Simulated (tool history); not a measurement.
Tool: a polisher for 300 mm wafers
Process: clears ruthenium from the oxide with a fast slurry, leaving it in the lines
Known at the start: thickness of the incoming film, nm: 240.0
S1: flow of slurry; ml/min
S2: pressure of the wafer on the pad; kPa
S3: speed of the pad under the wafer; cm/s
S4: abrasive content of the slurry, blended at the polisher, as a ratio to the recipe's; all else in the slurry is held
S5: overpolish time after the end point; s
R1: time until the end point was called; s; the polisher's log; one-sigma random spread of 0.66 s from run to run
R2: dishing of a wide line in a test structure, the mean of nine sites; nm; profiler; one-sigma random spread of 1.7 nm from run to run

| run | hour | S1 | S2 | S3 | S4 | S5 | R1 | R2 |
|---|---|---|---|---|---|---|---|---|
| 1 | 0.0 | 170 | 20.0 | 128 | 1.00 | 27 | 48.060 | 86.974 |
| 2 | 7.6 | 165 | 17.9 | 128 | 1.00 | 28 | 52.035 | 81.758 |
| 3 | 14.0 | 165 | 17.9 | 128 | 1.00 | 19 | 51.919 | 64.263 |
| 4 | 21.9 | 165 | 16.5 | 128 | 1.00 | 23 | 55.689 | 72.104 |
| 5 | 26.8 | 180 | 16.5 | 128 | 1.00 | 23 | 54.248 | 70.854 |
| 6 | 27.7 | 180 | 16.5 | 128 | 1.15 | 23 | 51.478 | 73.901 |
| 7 | 35.8 | 175 | 15.2 | 128 | 1.15 | 25 | 55.469 | 73.508 |

Run 8 is up next; what results do you expect?
| 8 | 38.8 | 170 | 13.8 | 128 | 1.15 | 27 | ? | ? |

R1: 59.684 s
R2: 73.283 nm

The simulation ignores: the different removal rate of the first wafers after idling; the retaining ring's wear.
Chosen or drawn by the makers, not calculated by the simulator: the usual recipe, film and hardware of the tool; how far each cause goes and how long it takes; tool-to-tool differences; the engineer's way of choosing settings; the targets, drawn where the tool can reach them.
